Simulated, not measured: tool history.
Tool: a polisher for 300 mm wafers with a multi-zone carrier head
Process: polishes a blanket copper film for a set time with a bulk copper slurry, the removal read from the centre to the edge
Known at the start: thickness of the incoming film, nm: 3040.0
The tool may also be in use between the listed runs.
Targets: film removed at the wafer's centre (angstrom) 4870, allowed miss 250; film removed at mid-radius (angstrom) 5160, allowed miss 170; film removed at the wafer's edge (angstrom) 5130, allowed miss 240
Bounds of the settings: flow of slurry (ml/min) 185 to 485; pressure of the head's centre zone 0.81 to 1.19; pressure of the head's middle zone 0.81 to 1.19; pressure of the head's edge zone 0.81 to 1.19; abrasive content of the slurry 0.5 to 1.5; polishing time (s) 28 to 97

run	hour	flow of slurry (ml/min)	pressure of the head's centre zone	pressure of the head's middle zone	pressure of the head's edge zone	abrasive content of the slurry	polishing time (s)	film removed at the wafer's centre (angstrom)	film removed at mid-radius (angstrom)	film removed at the wafer's edge (angstrom)
1	0	310	1	1	1	1	62	3666.5	3637.8	3696.6
2	7.9	310	1	1.02	1.02	1.1	64	3806.9	3899.1	3934.9
3	16.4	310	1.01	1.04	1.04	1.2	66	4027.8	4144.5	4198.7
4	22.6	310	1.02	1.06	1.06	1.25	67	4238.7	4297.6	4305.6
5	26.9	310	1.09	1.06	1.06	1.25	67	4592.4	4284.8	4160.1
6	30.3	310	1.09	1.06	1.06	1.35	67	4506.2	4317.4	4295.3
7	33.4	310	1.08	1.07	1.07	1.4	68	4515.9	4437.4	4344.2
8	38.7	310	1.07	1.08	1.09	1.4	70	4690.1	4630.2	4624
9	43.8	315	1.06	1.09	1.1	1.4	71	4773.3	4728	4564.2
10	50.2	310	1.05	1.09	1.1	1.4	72	4658.3	4809.6	4602.2
11	57.1	315	1.04	1.08	1.1	1.4	73	4752.5	4794.8	4848.6

Which of these 4 next moves meets every target?
A	64	305	0.87	1	1.16	1.5	79	?	?	?
B	64	235	1	1.07	1.06	1.2	83	?	?	?
C	64	365	1.12	1.19	1.04	1.35	73	?	?	?
D	64	405	1.1	1.02	1.09	1.4	70	?	?	?

move	film removed at the wafer's centre (angstrom)	film removed at mid-radius (angstrom)	film removed at the wafer's edge (angstrom)
A	4353.1	5000.8	5333.2
B	4862.2	5183.2	5099.5
C	5146.3	5349.6	4712.4
D	4918.9	4561.8	4659.2
A: brings the result that was furthest off to its target, and leaves another outside
B: meets every target
C: takes the result that was furthest off past its target
D: further off than the last run
Answer: B

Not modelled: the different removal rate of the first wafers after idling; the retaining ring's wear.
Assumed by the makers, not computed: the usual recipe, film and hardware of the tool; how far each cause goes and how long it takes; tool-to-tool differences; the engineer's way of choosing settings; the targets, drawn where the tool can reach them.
